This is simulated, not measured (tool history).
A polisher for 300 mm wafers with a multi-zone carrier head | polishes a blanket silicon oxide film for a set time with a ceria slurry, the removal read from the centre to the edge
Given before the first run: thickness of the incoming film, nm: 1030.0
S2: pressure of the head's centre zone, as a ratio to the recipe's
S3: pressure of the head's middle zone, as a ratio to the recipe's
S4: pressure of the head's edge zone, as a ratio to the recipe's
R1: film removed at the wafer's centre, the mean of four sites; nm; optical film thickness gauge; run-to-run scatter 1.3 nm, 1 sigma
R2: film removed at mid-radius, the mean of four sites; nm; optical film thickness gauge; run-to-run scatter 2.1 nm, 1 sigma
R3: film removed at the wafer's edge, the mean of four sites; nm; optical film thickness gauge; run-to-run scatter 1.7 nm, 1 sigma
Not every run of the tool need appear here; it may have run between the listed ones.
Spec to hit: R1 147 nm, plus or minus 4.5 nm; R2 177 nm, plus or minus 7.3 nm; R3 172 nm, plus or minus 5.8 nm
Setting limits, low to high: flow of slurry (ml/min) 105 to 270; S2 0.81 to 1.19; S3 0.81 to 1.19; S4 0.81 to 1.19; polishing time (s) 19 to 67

Run 1, day 0: flow of slurry (ml/min) 175, S2 1, S3 1, S4 1, polishing time (s) 43. Result: R1 215.09 nm, R2 219.77 nm, R3 207.11 nm.
Run 2, day 0.267: flow of slurry (ml/min) 165, S2 0.96, S3 0.99, S4 0.99, polishing time (s) 42. Result: R1 194.84 nm, R2 209.86 nm, R3 201.94 nm.
Run 3, day 0.433: flow of slurry (ml/min) 160, S2 0.94, S3 0.98, S4 0.97, polishing time (s) 41. Result: R1 189.67 nm, R2 203.7 nm, R3 193.58 nm.
Run 4, day 0.762: flow of slurry (ml/min) 160, S2 1.01, S3 0.98, S4 0.97, polishing time (s) 41. Result: R1 201.2 nm, R2 200.85 nm, R3 193.25 nm.
At day 1.05: edge zone pressure recalibrated.
Run 5, day 1.05: flow of slurry (ml/min) 160, S2 1.01, S3 0.98, S4 1.05, polishing time (s) 41. Result: R1 200.58 nm, R2 203.22 nm, R3 208.56 nm.
Run 6, day 1.212: flow of slurry (ml/min) 155, S2 0.97, S3 0.97, S4 1.03, polishing time (s) 40. Result: R1 189.36 nm, R2 192.49 nm, R3 201.66 nm.
Run 7, day 1.283: flow of slurry (ml/min) 125, S2 0.87, S3 1.07, S4 0.94, polishing time (s) 34. Result: R1 138.91 nm, R2 169.81 nm, R3 160.37 nm.
Run 8, day 1.558: flow of slurry (ml/min) 130, S2 0.87, S3 1.07, S4 0.95, polishing time (s) 34. Result: R1 135.56 nm, R2 169.49 nm, R3 161.35 nm.
Run 9, day 1.788: flow of slurry (ml/min) 135, S2 0.88, S3 1.07, S4 0.96, polishing time (s) 34. Result: R1 141.23 nm, R2 174.19 nm, R3 161.24 nm.
Run 10, day 1.917: flow of slurry (ml/min) 135, S2 0.88, S3 1.07, S4 0.97, polishing time (s) 34. Result: R1 138.82 nm, R2 170.02 nm, R3 161.24 nm.
Run 11, day 2.25: flow of slurry (ml/min) 140, S2 0.88, S3 1.07, S4 0.98, polishing time (s) 34. Result: R1 139.63 nm, R2 176.24 nm, R3 164.92 nm.
Run 12, day 2.558: flow of slurry (ml/min) 140, S2 0.89, S3 1.06, S4 0.99, polishing time (s) 34. Result: R1 143.2 nm, R2 176.12 nm, R3 163.25 nm.

Which one of the following 5 next-run settings gets every result inside its allowed miss? There is exactly one.
Run A, day 2.867: flow of slurry (ml/min) 165, S2 0.92, S3 1.04, S4 0.85, polishing time (s) 33. Result: R1 ?, R2 ?, R3 ?.
Run B, day 2.867: flow of slurry (ml/min) 115, S2 0.85, S3 1.03, S4 1.03, polishing time (s) 36. Result: R1 ?, R2 ?, R3 ?.
Run C, day 2.867: flow of slurry (ml/min) 190, S2 0.98, S3 1.12, S4 0.95, polishing time (s) 30. Result: R1 ?, R2 ?, R3 ?.
Run D, day 2.867: flow of slurry (ml/min) 150, S2 0.88, S3 1.03, S4 1, polishing time (s) 35. Result: R1 ?, R2 ?, R3 ?.
Run E, day 2.867: flow of slurry (ml/min) 180, S2 0.93, S3 1.13, S4 1.01, polishing time (s) 31. Result: R1 ?, R2 ?, R3 ?.

move      R1      R2      R3
   A  146.48  169.79  155.43
   B  135.45  170.46  175.89
   C   145.7  167.67  151.06
   D  145.66   175.6  175.59
   E  141.49   173.1  159.72
A: moves away from the targets compared with the last run
B: puts the biggest miss on target and leaves a different result outside tolerance
C: moves away from the targets compared with the last run
D: hits every target within its allowed miss
E: moves away from the targets compared with the last run
D is the move that brings every result within its allowed miss.
